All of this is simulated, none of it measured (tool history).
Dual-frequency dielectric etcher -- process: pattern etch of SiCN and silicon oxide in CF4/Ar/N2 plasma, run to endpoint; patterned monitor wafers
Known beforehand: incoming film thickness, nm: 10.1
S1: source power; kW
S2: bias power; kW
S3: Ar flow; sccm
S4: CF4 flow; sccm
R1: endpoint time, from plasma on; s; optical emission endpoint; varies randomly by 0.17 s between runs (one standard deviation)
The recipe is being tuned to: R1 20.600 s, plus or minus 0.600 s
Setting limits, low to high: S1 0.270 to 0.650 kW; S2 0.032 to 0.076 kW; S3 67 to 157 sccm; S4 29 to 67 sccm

| run | hour | S1 | S2 | S3 | S4 | R1 |
|---|---|---|---|---|---|---|
| 1 | 0.0 | 0.460 | 0.054 | 112 | 48 | 15.666 |
| 2 | 0.8 | 0.460 | 0.054 | 125 | 48 | 16.179 |
| 3 | 9.6 | 0.430 | 0.054 | 125 | 48 | 16.797 |
| 4 | 11.1 | 0.430 | 0.054 | 132 | 48 | 16.962 |
| 5 | 14.0 | 0.430 | 0.054 | 132 | 45 | 17.053 |
| 6 | 17.4 | 0.400 | 0.053 | 132 | 45 | 18.129 |
| 7 | 19.3 | 0.380 | 0.053 | 132 | 45 | 18.584 |
| 8 | 20.6 | 0.370 | 0.053 | 132 | 45 | 18.887 |
| 9 | 26.8 | 0.360 | 0.053 | 132 | 45 | 19.276 |
| 10 | 27.4 | 0.350 | 0.053 | 132 | 45 | 19.507 |
| 11 | 31.2 | 0.340 | 0.053 | 132 | 45 | 19.806 |

Consider the 5 candidate settings below. Which is the only one whose results all fall within their allowed miss of target?
| A | 35.0 | 0.310 | 0.053 | 135 | 49 | ? |
| B | 35.0 | 0.360 | 0.054 | 127 | 43 | ? |
| C | 35.0 | 0.420 | 0.043 | 125 | 47 | ? |
| D | 35.0 | 0.370 | 0.052 | 129 | 43 | ? |
| E | 35.0 | 0.410 | 0.047 | 138 | 47 | ? |

| move | R1 |
|---|---|
| A | 20.591 |
| B | 18.861 |
| C | 19.267 |
| D | 19.018 |
| E | 18.906 |
A: all results in spec
B: further off than the last run
C: further off than the last run
D: further off than the last run
E: further off than the last run
So the answer is move A, the one that meets all the targets.

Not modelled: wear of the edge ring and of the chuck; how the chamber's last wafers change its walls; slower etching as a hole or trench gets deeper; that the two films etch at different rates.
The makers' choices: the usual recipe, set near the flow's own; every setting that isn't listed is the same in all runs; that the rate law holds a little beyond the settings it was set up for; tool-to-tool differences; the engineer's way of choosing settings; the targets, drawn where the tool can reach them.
